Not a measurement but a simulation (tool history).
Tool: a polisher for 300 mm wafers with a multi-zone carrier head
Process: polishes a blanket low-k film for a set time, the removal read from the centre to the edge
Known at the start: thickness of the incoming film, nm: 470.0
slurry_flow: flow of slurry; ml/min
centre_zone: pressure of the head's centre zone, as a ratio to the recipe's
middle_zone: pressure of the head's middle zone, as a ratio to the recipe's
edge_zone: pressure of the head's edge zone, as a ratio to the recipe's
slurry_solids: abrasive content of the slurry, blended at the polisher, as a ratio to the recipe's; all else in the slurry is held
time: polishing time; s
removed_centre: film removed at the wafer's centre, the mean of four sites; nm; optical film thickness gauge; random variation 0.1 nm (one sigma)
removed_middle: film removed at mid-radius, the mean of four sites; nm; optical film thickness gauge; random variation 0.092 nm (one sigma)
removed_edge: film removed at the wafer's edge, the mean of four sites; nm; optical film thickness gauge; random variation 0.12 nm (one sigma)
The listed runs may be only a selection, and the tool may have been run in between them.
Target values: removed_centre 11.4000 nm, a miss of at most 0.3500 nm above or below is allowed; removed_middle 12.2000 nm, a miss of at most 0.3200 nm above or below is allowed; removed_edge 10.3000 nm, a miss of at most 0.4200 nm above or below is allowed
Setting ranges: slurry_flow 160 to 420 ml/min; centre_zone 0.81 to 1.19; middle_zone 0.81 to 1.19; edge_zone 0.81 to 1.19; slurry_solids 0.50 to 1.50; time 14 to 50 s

run    day  slurry_flow  centre_zone  middle_zone  edge_zone  slurry_solids  time  removed_centre  removed_middle  removed_edge
  1  0.000          270         1.00         1.00       1.00           1.00    32          8.9295          9.1139        9.0234
  2  0.225          270         1.00         0.94       1.00           1.00    32          8.7955          8.7981        8.8171
  3  0.408          275         1.00         0.97       0.98           1.05    32          9.0348          9.1748        8.8654
  4  0.533          280         1.01         0.99       0.98           1.10    32          9.4166          9.5512        9.2732
  5  0.788          315         1.01         0.99       0.98           1.10    32          9.4504          9.7945        9.1948
  6  0.967          340         1.01         0.99       0.98           1.10    32          9.5852          9.7122        9.0882
  7  1.225          340         1.02         1.01       0.98           1.10    32          9.6949          9.7988        9.2488
  8  1.367          340         1.02         1.01       0.98           1.10    32          9.5584          9.8314        9.2087
  9  1.575          345         1.03         1.03       0.97           1.15    32          9.9055         10.1760        9.5998

Next run, 4 choices. One meets every target within its allowed miss, the rest don't. Which?
  A  1.783          410         1.01         1.05       0.86           1.10    38               ?               ?             ?
  B  1.783          345         0.98         0.96       0.90           0.95    40               ?               ?             ?
  C  1.783          375         1.03         1.01       0.87           1.15    36               ?               ?             ?
  D  1.783          365         0.81         1.17       0.81           1.05    36               ?               ?             ?

move  removed_centre  removed_middle  removed_edge
   A         11.5070         12.3010       10.4270
   B         10.7770         11.1450       10.3400
   C         11.2570         11.4740       10.0820
   D          8.4607         12.2720        9.3351
A: every result lands within tolerance
B: better than the last run, though not everything is in spec
C: better than the last run, though not everything is in spec
D: the furthest-off result lands on target, but another misses its tolerance
Move A is the one to make.
